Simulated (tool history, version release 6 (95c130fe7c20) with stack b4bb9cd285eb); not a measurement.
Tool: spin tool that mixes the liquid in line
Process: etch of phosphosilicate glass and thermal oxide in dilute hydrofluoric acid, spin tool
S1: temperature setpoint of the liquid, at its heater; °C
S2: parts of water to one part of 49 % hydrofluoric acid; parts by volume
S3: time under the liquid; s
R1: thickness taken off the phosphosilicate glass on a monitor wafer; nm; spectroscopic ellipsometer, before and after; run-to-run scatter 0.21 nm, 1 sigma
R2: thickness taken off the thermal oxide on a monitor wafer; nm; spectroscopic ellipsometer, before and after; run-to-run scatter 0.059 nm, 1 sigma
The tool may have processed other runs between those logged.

| run | hour | S1 | S2 | S3 | R1 | R2 |
|---|---|---|---|---|---|---|
| 1 | 0.0 | 21.0 | 245 | 65 | 14.279 | 0.83953 |
| 2 | 4.9 | 21.0 | 190 | 65 | 19.294 | 1.16310 |
| 3 | 9.1 | 22.5 | 190 | 65 | 20.620 | 1.28670 |
| 4 | 13.6 | 22.5 | 155 | 65 | 25.467 | 1.61610 |
| 5 | 20.6 | 22.5 | 95 | 65 | 44.577 | 2.88830 |
| 6 | 21.3 | 22.0 | 105 | 65 | 39.517 | 2.39480 |
| 7 | 21.9 | 22.0 | 115 | 65 | 36.274 | 2.08340 |
| 8 | 26.6 | 22.0 | 120 | 65 | 33.299 | 2.21110 |
| 9 | 31.7 | 22.0 | 120 | 65 | 33.819 | 2.04700 |

What will run 10 give?
| 10 | 39.9 | 22.0 | 125 | 65 | ? | ? |

R1: 32.485 nm
R2: 2.07010 nm

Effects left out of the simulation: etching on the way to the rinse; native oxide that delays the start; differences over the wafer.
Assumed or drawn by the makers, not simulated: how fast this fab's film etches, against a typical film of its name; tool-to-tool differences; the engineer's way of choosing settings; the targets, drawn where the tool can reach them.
